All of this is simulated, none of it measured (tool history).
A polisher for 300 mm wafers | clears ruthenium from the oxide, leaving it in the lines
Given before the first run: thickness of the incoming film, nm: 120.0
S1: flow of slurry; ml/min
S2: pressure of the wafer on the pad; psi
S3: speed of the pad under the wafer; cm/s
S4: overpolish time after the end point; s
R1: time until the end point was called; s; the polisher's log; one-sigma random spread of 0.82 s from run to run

Run 1, day 0.000: S1 150 ml/min, S2 2.3 psi, S3 118 cm/s, S4 33 s. Result: R1 67.541 s.
Run 2, day 0.238: S1 150 ml/min, S2 2.5 psi, S3 120 cm/s, S4 33 s. Result: R1 63.147 s.
Run 3, day 0.392: S1 150 ml/min, S2 2.0 psi, S3 120 cm/s, S4 33 s. Result: R1 70.435 s.
Run 4, day 0.521: S1 150 ml/min, S2 2.3 psi, S3 124 cm/s, S4 33 s. Result: R1 64.920 s.
Run 5, day 0.675: S1 150 ml/min, S2 2.5 psi, S3 124 cm/s, S4 33 s. Result: R1 59.234 s.
Run 6, day 0.950: S1 150 ml/min, S2 2.6 psi, S3 124 cm/s, S4 33 s. Result: R1 59.227 s.
Run 7, day 1.238: S1 150 ml/min, S2 2.7 psi, S3 126 cm/s, S4 33 s. Result: R1 56.295 s.

Expected results for the next run?
Run 8, day 1.542: S1 150 ml/min, S2 2.8 psi, S3 126 cm/s, S4 33 s. Result: R1 ?.

{"run 8": {"R1": 55.998}}
